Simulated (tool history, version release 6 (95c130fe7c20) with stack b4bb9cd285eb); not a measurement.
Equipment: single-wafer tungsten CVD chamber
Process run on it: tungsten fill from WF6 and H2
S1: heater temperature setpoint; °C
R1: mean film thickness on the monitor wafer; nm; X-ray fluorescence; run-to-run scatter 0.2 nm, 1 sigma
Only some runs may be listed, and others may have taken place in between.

{"run": 1, "hour": 0.0, "S1": 385, "chamber pressure (Pa)": 6786, "deposition time (s)": 13.1, "R1": 35.945}
{"run": 2, "hour": 9.0, "S1": 385, "chamber pressure (Pa)": 6786, "deposition time (s)": 12.5, "R1": 34.314}
{"run": 3, "hour": 12.0, "S1": 389, "chamber pressure (Pa)": 6813, "deposition time (s)": 12.5, "R1": 37.662}
{"run": 4, "hour": 15.7, "S1": 391, "chamber pressure (Pa)": 6826, "deposition time (s)": 12.5, "R1": 38.73}
{"run": 5, "hour": 20.8, "S1": 393, "chamber pressure (Pa)": 6839, "deposition time (s)": 12.5, "R1": 40.765}
{"run": 6, "hour": 25.9, "S1": 383, "chamber pressure (Pa)": 6839, "deposition time (s)": 12.5, "R1": 32.968}
{"run": 7, "hour": 26.5, "S1": 387, "chamber pressure (Pa)": 6879, "deposition time (s)": 12.5, "R1": 35.902}

Run 8 comes next. What will it give?
{"run": 8, "hour": 30.0, "S1": 390, "chamber pressure (Pa)": 6906, "deposition time (s)": 12.5, "R1": "?"}

{"run 8": {"R1": 38.496}}

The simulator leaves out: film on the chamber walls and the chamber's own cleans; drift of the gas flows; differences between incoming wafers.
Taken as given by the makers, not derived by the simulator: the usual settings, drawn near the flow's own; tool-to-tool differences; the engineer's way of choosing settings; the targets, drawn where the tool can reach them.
